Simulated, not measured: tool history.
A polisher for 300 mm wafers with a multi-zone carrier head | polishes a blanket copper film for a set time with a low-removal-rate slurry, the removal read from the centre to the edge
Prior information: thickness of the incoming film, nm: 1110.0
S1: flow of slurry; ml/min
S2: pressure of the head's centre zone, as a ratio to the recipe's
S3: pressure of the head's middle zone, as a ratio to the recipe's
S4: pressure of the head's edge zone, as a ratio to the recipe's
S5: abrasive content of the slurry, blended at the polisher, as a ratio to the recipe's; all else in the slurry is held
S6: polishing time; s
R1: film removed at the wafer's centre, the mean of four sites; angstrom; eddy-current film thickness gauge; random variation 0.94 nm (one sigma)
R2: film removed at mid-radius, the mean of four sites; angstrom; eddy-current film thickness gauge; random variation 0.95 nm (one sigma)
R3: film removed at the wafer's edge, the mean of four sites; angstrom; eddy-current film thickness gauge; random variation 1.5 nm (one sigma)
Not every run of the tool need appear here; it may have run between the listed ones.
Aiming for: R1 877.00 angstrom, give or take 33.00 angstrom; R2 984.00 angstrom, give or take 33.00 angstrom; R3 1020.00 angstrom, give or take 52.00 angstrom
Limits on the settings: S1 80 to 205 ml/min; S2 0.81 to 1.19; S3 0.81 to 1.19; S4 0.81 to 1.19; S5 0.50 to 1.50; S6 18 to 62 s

run	hour	S1	S2	S3	S4	S5	S6	R1	R2	R3
1	0.0	135	1.00	1.00	1.00	1.00	40	1178.80	1222.20	1283.70
2	7.1	135	1.00	1.00	1.00	1.00	48	1428.00	1486.60	1533.30
3	9.4	135	1.00	1.00	1.00	1.20	48	1470.60	1543.00	1567.70
4	16.5	135	0.99	1.00	0.99	1.15	47	1414.50	1493.80	1548.70
5	24.9	105	0.99	1.00	0.99	1.15	47	1279.70	1347.50	1458.50
6	31.3	105	0.98	1.00	0.98	1.10	46	1218.30	1329.60	1403.70
7	36.2	105	0.98	0.99	0.97	1.05	45	1171.20	1268.30	1334.90
8	40.9	105	0.97	0.98	0.96	1.00	45	1152.10	1257.80	1353.00
9	44.8	105	0.97	0.98	0.95	0.95	44	1152.90	1220.30	1299.60
10	46.1	105	0.96	0.98	0.94	0.90	43	1061.90	1174.40	1258.60
11	48.2	115	1.03	0.98	0.84	0.65	37	995.75	1006.20	1002.80
12	56.6	115	1.03	0.98	0.84	0.65	37	995.08	999.67	1016.40
13	58.5	110	1.02	0.98	0.84	0.65	37	964.91	976.06	1011.40
14	62.4	110	1.01	0.98	0.84	0.65	37	950.91	990.40	1016.10

Of the 5 settings listed for the next run, only one would bring every result within its allowed miss of target. Which one?
A	66.3	115	1.13	1.02	0.81	0.50	37	?	?	?
B	66.3	90	1.10	1.03	0.92	0.75	38	?	?	?
C	66.3	85	0.97	1.04	0.86	0.50	42	?	?	?
D	66.3	105	1.08	1.00	0.83	0.60	40	?	?	?
E	66.3	105	1.01	0.91	0.85	0.60	42	?	?	?

move	R1	R2	R3
A	1046.50	960.61	970.52
B	996.62	961.14	1035.60
C	886.28	980.32	1041.40
D	1068.70	1023.30	1062.60
E	1048.50	1029.10	1123.50
A: the biggest miss grows against the last run
B: the biggest miss grows against the last run
C: each result inside its tolerance
D: the biggest miss grows against the last run
E: the biggest miss grows against the last run
Answer: C
